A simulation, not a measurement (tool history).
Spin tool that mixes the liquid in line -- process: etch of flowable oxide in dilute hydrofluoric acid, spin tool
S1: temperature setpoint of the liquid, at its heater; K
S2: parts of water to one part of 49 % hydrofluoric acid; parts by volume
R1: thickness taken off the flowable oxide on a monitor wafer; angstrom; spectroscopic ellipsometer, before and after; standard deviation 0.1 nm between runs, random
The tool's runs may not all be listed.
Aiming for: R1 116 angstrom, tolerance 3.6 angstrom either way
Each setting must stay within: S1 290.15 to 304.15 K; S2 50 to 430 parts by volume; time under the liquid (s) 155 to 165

{"run": 1, "hour": 0.0, "S1": 296.15, "S2": 240, "time under the liquid (s)": 155, "R1": 210.52}
{"run": 2, "hour": 8.9, "S1": 294.15, "S2": 240, "time under the liquid (s)": 155, "R1": 193.63}
{"run": 3, "hour": 15.8, "S1": 294.15, "S2": 160, "time under the liquid (s)": 155, "R1": 309.3}
{"run": 4, "hour": 22.3, "S1": 294.15, "S2": 100, "time under the liquid (s)": 155, "R1": 538.38}
{"run": 5, "hour": 28.3, "S1": 294.15, "S2": 135, "time under the liquid (s)": 155, "R1": 374.2}
{"run": 6, "hour": 31.4, "S1": 294.15, "S2": 135, "time under the liquid (s)": 155, "R1": 378.67}
{"run": 7, "hour": 33.0, "S1": 293.15, "S2": 165, "time under the liquid (s)": 155, "R1": 287.2}
{"run": 8, "hour": 36.1, "S1": 292.65, "S2": 185, "time under the liquid (s)": 155, "R1": 248.17}
{"run": 9, "hour": 43.3, "S1": 292.15, "S2": 205, "time under the liquid (s)": 155, "R1": 212.32}
{"run": 10, "hour": 50.7, "S1": 291.65, "S2": 220, "time under the liquid (s)": 155, "R1": 194.14}
{"run": 11, "hour": 59.3, "S1": 291.15, "S2": 235, "time under the liquid (s)": 155, "R1": 175.56}
{"run": 12, "hour": 61.6, "S1": 291.15, "S2": 245, "time under the liquid (s)": 155, "R1": 169.76}
{"run": 13, "hour": 68.1, "S1": 290.15, "S2": 330, "time under the liquid (s)": 155, "R1": 110.41}

Exercise: of the 5 proposed moves below, exactly one satisfies all targets within the stated allowed misses. Which move is it?
{"run": "A", "hour": 74.6, "S1": 290.15, "S2": 300, "time under the liquid (s)": 155, "R1": "?"}
{"run": "B", "hour": 74.6, "S1": 290.15, "S2": 340, "time under the liquid (s)": 155, "R1": "?"}
{"run": "C", "hour": 74.6, "S1": 290.65, "S2": 320, "time under the liquid (s)": 155, "R1": "?"}
{"run": "D", "hour": 74.6, "S1": 291.15, "S2": 310, "time under the liquid (s)": 155, "R1": "?"}
{"run": "E", "hour": 74.6, "S1": 290.65, "S2": 345, "time under the liquid (s)": 160, "R1": "?"}

move=A R1=124.23
move=B R1=106.07
move=C R1=116.72
move=D R1=123.78
move=E R1=109.47
A: the result that was furthest off in the last run now lies on the other side of its target
B: its largest miss is bigger than the last run's
C: every result within its allowed miss
D: the result that was furthest off in the last run now lies on the other side of its target
E: its largest miss is bigger than the last run's
Go with C: it meets all targets.

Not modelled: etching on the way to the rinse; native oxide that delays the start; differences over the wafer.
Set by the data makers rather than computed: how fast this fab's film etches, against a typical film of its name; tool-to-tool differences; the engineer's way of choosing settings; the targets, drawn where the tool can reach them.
